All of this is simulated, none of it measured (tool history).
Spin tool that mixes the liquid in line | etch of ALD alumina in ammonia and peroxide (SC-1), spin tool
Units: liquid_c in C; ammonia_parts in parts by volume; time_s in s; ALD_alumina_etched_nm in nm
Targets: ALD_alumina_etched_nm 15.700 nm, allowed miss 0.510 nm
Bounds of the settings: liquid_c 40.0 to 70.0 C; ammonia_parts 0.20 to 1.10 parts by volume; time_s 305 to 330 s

| run | hour | liquid_c | ammonia_parts | time_s | ALD_alumina_etched_nm |
|---|---|---|---|---|---|
| 1 | 0.0 | 56.0 | 0.60 | 305 | 26.550 |
| 2 | 6.5 | 49.5 | 0.60 | 305 | 18.753 |
| 3 | 7.2 | 49.5 | 0.55 | 305 | 18.644 |
| 4 | 10.4 | 49.0 | 0.55 | 305 | 18.047 |
| 5 | 15.7 | 48.5 | 0.55 | 305 | 17.526 |
| 6 | 19.4 | 53.0 | 0.55 | 305 | 22.707 |
| 7 | 26.2 | 53.0 | 0.55 | 305 | 22.445 |
| 8 | 31.7 | 52.0 | 0.55 | 305 | 20.735 |
| 9 | 34.3 | 51.0 | 0.55 | 305 | 19.833 |
| 10 | 42.3 | 50.5 | 0.55 | 305 | 19.360 |
| 11 | 43.3 | 50.0 | 0.55 | 305 | 19.042 |
| 12 | 44.2 | 49.5 | 0.55 | 305 | 18.632 |
| 13 | 50.6 | 49.0 | 0.55 | 305 | 18.052 |
| 14 | 51.5 | 48.5 | 0.55 | 305 | 17.392 |
| 15 | 55.9 | 48.0 | 0.55 | 305 | 17.001 |

Which of these 5 next moves meets every target?
| A | 60.3 | 44.0 | 0.40 | 330 | ? |
| B | 60.3 | 46.5 | 0.60 | 305 | ? |
| C | 60.3 | 45.5 | 0.50 | 305 | ? |
| D | 60.3 | 45.0 | 0.45 | 315 | ? |
| E | 60.3 | 45.5 | 0.45 | 305 | ? |

| move | ALD_alumina_etched_nm |
|---|---|
| A | 14.191 |
| B | 15.715 |
| C | 14.595 |
| D | 14.505 |
| E | 14.449 |
A: takes the result that was furthest off past its target
B: meets every target
C: takes the result that was furthest off past its target
D: takes the result that was furthest off past its target
E: takes the result that was furthest off past its target
Answer: B

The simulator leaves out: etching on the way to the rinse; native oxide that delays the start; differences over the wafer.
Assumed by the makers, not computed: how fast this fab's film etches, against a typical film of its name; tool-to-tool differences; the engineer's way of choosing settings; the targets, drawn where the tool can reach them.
